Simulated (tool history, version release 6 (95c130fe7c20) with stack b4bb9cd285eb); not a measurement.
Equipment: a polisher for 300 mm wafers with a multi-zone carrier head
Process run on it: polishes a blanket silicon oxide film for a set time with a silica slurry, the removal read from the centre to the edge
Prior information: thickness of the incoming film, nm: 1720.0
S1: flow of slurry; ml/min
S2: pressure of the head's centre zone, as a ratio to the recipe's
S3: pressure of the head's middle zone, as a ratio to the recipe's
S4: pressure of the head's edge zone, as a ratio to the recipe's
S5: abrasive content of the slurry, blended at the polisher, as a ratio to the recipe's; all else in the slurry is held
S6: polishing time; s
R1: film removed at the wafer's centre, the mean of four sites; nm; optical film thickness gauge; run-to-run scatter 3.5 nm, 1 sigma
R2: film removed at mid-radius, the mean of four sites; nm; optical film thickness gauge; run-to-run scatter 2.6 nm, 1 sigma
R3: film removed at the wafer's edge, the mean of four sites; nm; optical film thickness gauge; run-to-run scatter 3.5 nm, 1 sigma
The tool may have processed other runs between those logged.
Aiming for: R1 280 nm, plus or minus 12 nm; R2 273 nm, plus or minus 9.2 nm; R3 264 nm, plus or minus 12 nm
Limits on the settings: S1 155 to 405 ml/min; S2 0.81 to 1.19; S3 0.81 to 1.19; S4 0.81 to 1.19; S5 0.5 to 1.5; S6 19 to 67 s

run  hour   S1    S2    S3    S4    S5  S6      R1      R2      R3
  1     0  260     1     1     1     1  43  235.82  222.55  220.54
  2   4.4  260     1  0.92     1     1  43   234.1   213.4  225.71
  3   8.3  265     1  0.97  1.02   1.1  43  237.17  226.25  232.09
  4  13.7  295     1  0.97  1.02   1.1  43  239.39  228.93  235.54
  5  14.9  300  1.02     1  1.02   1.2  43  257.81  240.19  241.53
  6  20.6  340  1.02     1  1.02   1.2  43  267.12  252.62  242.16
  7  22.4  340  1.02     1  1.02   1.2  43  267.31  247.99  243.78
  8  27.5  345  1.02  1.02  1.03  1.25  43  265.46  257.64  250.52
  9  32.1  350  1.03  1.03  1.04   1.3  43  267.34  261.51  254.28

Which of these 5 next moves meets every target?
  A  36.7  290  0.91  1.05  1.18  1.25  48   ?   ?   ?
  B  36.7  295  1.05  0.96  1.07  1.35  44   ?   ?   ?
  C  36.7  370  0.92  1.14  1.05   1.3  44   ?   ?   ?
  D  36.7  395  1.06  1.03     1  1.25  42   ?   ?   ?
  E  36.7  230  1.03  1.02  0.99   1.5  44   ?   ?   ?

move      R1      R2      R3
   A  266.76  290.54  295.74
   B  285.24  255.32  266.51
   C  256.04  294.66  263.47
   D  273.64  256.27  243.45
   E  283.93   271.9  261.95
A: takes the result that was furthest off past its target
B: lands further from the targets than the last run did
C: takes the result that was furthest off past its target
D: lands further from the targets than the last run did
E: every result within its allowed miss
E is the move that brings every result within its allowed miss.

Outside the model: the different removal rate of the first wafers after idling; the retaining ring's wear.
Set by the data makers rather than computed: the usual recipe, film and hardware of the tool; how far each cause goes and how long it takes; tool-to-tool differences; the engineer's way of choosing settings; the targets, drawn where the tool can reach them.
